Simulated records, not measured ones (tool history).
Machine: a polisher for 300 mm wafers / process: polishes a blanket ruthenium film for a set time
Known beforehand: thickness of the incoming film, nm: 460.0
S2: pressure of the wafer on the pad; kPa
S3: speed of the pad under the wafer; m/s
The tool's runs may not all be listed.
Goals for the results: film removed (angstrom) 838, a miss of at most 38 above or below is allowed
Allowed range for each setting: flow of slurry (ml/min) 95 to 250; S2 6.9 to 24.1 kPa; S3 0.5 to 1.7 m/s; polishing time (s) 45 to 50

Run 1, hour 0: flow of slurry (ml/min) 160, S2 15.2 kPa, S3 1.1 m/s, polishing time (s) 50. Result: film removed (angstrom) 582.08.
Run 2, hour 4.8: flow of slurry (ml/min) 160, S2 15.2 kPa, S3 0.84 m/s, polishing time (s) 50. Result: film removed (angstrom) 467.05.
Run 3, hour 5.6: flow of slurry (ml/min) 135, S2 15.2 kPa, S3 0.84 m/s, polishing time (s) 50. Result: film removed (angstrom) 459.13.
Run 4, hour 13.7: flow of slurry (ml/min) 115, S2 15.2 kPa, S3 0.84 m/s, polishing time (s) 50. Result: film removed (angstrom) 447.09.
Run 5, hour 18.3: flow of slurry (ml/min) 115, S2 17.2 kPa, S3 0.86 m/s, polishing time (s) 50. Result: film removed (angstrom) 504.11.
Run 6, hour 24.1: flow of slurry (ml/min) 120, S2 18.6 kPa, S3 0.9 m/s, polishing time (s) 50. Result: film removed (angstrom) 574.78.
Run 7, hour 28.5: flow of slurry (ml/min) 125, S2 20 kPa, S3 0.92 m/s, polishing time (s) 50. Result: film removed (angstrom) 631.03.
Run 8, hour 31.2: flow of slurry (ml/min) 130, S2 20.7 kPa, S3 0.94 m/s, polishing time (s) 50. Result: film removed (angstrom) 668.64.
Run 9, hour 35.6: flow of slurry (ml/min) 130, S2 21.4 kPa, S3 0.94 m/s, polishing time (s) 50. Result: film removed (angstrom) 702.66.
Run 10, hour 36.1: flow of slurry (ml/min) 130, S2 21.4 kPa, S3 0.94 m/s, polishing time (s) 50. Result: film removed (angstrom) 687.43.
Run 11, hour 38.3: flow of slurry (ml/min) 130, S2 22.1 kPa, S3 0.96 m/s, polishing time (s) 50. Result: film removed (angstrom) 725.46.
Run 12, hour 43.1: flow of slurry (ml/min) 130, S2 22.8 kPa, S3 0.96 m/s, polishing time (s) 50. Result: film removed (angstrom) 741.38.
Run 13, hour 50.8: flow of slurry (ml/min) 130, S2 22.8 kPa, S3 0.98 m/s, polishing time (s) 50. Result: film removed (angstrom) 755.18.
Run 14, hour 54.6: flow of slurry (ml/min) 130, S2 23.4 kPa, S3 1 m/s, polishing time (s) 50. Result: film removed (angstrom) 781.71.

Exercise: of the 4 proposed moves below, exactly one satisfies all targets within the stated allowed misses. Which move is it?
Run A, hour 58.4: flow of slurry (ml/min) 155, S2 20 kPa, S3 1.14 m/s, polishing time (s) 47. Result: film removed (angstrom) ?.
Run B, hour 58.4: flow of slurry (ml/min) 115, S2 22.8 kPa, S3 1.1 m/s, polishing time (s) 50. Result: film removed (angstrom) ?.
Run C, hour 58.4: flow of slurry (ml/min) 120, S2 24.1 kPa, S3 1.18 m/s, polishing time (s) 50. Result: film removed (angstrom) ?.
Run D, hour 58.4: flow of slurry (ml/min) 115, S2 23.4 kPa, S3 1.32 m/s, polishing time (s) 48. Result: film removed (angstrom) ?.

move  film removed (angstrom)
   A                   749.67
   B                   825.27
   C                   939.99
   D                   961.03
A: the biggest miss grows against the last run
B: every result within its allowed miss
C: the result that was furthest off in the last run now lies on the other side of its target
D: the result that was furthest off in the last run now lies on the other side of its target
Go with B: it meets all targets.

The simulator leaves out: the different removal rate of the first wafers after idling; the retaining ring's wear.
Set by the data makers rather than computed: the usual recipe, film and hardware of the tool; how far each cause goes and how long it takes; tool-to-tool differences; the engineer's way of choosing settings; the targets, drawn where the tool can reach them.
